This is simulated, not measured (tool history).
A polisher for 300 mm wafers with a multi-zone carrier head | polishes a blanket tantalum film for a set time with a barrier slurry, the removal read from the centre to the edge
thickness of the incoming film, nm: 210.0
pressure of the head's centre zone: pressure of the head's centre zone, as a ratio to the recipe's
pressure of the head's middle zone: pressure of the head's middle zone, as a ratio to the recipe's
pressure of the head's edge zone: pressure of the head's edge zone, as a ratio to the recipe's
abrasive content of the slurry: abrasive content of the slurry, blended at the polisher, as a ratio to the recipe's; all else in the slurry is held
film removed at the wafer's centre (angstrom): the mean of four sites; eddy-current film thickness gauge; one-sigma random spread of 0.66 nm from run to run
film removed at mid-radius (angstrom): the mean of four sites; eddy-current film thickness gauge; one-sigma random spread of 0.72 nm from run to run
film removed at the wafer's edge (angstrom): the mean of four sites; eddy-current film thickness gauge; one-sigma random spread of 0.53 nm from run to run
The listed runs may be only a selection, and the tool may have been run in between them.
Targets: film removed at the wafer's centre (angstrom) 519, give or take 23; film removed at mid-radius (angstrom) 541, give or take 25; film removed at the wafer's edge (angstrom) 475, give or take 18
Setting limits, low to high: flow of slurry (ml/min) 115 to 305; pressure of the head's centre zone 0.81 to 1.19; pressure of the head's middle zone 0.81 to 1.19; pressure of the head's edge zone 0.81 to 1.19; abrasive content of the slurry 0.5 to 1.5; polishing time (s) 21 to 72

run,hour,flow of slurry (ml/min),pressure of the head's centre zone,pressure of the head's middle zone,pressure of the head's edge zone,abrasive content of the slurry,polishing time (s),film removed at the wafer's centre (angstrom),film removed at mid-radius (angstrom),film removed at the wafer's edge (angstrom)
1,0,195,1,1,1,1,46,674.08,643.46,649.16
2,1.4,195,1.08,1,1,1,46,732.35,654.2,662.52
3,5.4,195,1.05,1.02,0.96,0.85,45,662.63,583.41,584.41
4,10,190,1.01,1.05,0.93,0.8,45,616.68,596.35,568.07
5,17.7,190,1.01,1.05,0.93,0.9,45,642.67,637.14,610.39
6,20.1,190,1.01,1.05,0.97,0.9,45,638.29,622.54,595.98
7,21,185,0.99,1.08,0.97,0.8,45,604.2,595.2,585.96
8,21.8,195,0.98,1.1,0.93,0.7,44,536.33,556.94,516.35

Consider the 4 candidate settings below. Which is the only one whose results all fall within their allowed miss of target?
A,22.6,225,0.99,1.19,0.85,0.8,39,?,?,?
B,22.6,150,1.14,1.16,0.92,0.7,42,?,?,?
C,22.6,240,0.97,1.08,0.83,0.65,45,?,?,?
D,22.6,205,1.1,1.12,0.89,0.65,44,?,?,?

move,film removed at the wafer's centre (angstrom),film removed at mid-radius (angstrom),film removed at the wafer's edge (angstrom)
A,516.06,592.32,485.54
B,562.92,551.33,485.32
C,516.07,556.26,490.31
D,562.28,551.75,488.57
A: the furthest-off result lands on target, but another misses its tolerance
B: the furthest-off result lands on target, but another misses its tolerance
C: hits every target within its allowed miss
D: the furthest-off result lands on target, but another misses its tolerance
The move that meets every target is C.
